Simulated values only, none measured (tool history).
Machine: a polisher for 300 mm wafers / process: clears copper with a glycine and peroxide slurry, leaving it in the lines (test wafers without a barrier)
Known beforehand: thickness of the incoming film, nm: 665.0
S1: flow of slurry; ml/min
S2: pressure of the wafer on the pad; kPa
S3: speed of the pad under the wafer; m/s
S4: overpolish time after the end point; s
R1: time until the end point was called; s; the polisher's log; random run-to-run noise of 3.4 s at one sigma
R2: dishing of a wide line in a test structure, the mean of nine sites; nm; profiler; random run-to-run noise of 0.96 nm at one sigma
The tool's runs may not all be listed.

run  hour   S1    S2    S3  S4      R1      R2
  1     0  125  16.5  1.16  24  118.11  81.966
  2   1.5  125  15.9  1.16  24  127.59  75.355
  3   5.5  125  15.2  1.16  24  128.65  73.113
  4  12.1  125  15.2  0.94  24  147.38   70.01
  5  16.1  125  14.5  0.94  24  150.18  63.696
  6  19.9  125  14.5  1.12  24  136.51  71.292
  7  23.1  125  13.8  1.12  24   146.8  70.175

Estimate the outcome of run 8 from the log above:
  8  26.4  125  13.1  1.12  24   ?   ?

Run 8 produced R1 147.75 s, R2 68.059 nm.
